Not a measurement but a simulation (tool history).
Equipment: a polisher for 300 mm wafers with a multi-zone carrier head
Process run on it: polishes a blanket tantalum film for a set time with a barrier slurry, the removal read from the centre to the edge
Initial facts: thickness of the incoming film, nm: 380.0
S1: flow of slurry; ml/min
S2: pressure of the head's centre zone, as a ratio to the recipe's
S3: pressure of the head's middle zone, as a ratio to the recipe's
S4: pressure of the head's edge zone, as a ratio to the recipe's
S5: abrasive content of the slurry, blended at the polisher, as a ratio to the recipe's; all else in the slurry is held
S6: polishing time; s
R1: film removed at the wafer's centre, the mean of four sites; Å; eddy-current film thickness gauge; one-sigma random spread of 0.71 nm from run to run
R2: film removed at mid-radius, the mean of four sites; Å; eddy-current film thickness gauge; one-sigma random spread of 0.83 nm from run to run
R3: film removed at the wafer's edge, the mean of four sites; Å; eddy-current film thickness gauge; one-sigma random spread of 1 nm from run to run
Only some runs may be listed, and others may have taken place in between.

run	hour	S1	S2	S3	S4	S5	S6	R1	R2	R3
1	0	140	1	1	1	1	41	609.95	593.31	621.35
2	4.8	140	1.07	1	1	1	41	650.8	596.59	602.37
3	9.8	140	1.03	1	1	1	41	624.49	607.66	606.81
4	15.1	140	1.03	1	0.96	1	41	628.8	601.67	586.54
5	17.9	140	1.03	1	0.96	1	45	682.32	655.4	668.69
6	19.5	140	1.03	1	0.96	0.8	45	657.48	632.68	631.37
7	22.7	180	1.13	1.1	1.04	1.05	47	817.73	756.87	717.85
8	30.4	180	1.13	1.1	1.04	1.05	47	816	771.95	720.44
9	33.7	185	1.13	1.11	1.05	1.15	47	844.63	793.53	746.32
10	37.3	190	1.13	1.12	1.05	1.2	47	852.73	809.89	759.79
11	45.4	195	1.13	1.13	1.05	1.25	47	853.62	827.84	770.13
12	50.8	195	1.14	1.14	1.05	1.3	47	872.63	843.74	763.4
13	54.8	200	1.14	1.15	1.06	1.35	47	873.53	842.31	777.3
14	57.4	200	1.14	1.16	1.06	1.35	47	882.08	864.19	776.08
15	62.3	200	1.14	1.16	1.07	1.4	47	886.97	856.29	773.73
16	67.3	205	1.14	1.16	1.07	1.4	47	895.22	879.81	769.4
17	70.5	200	1.14	1.16	1.07	1.4	48	899.07	888.11	802.06

Forecast run 18:
18	74.8	200	1.14	1.16	1.07	1.4	48	?	?	?

R1: 905.52 Å
R2: 884.07 Å
R3: 796.89 Å
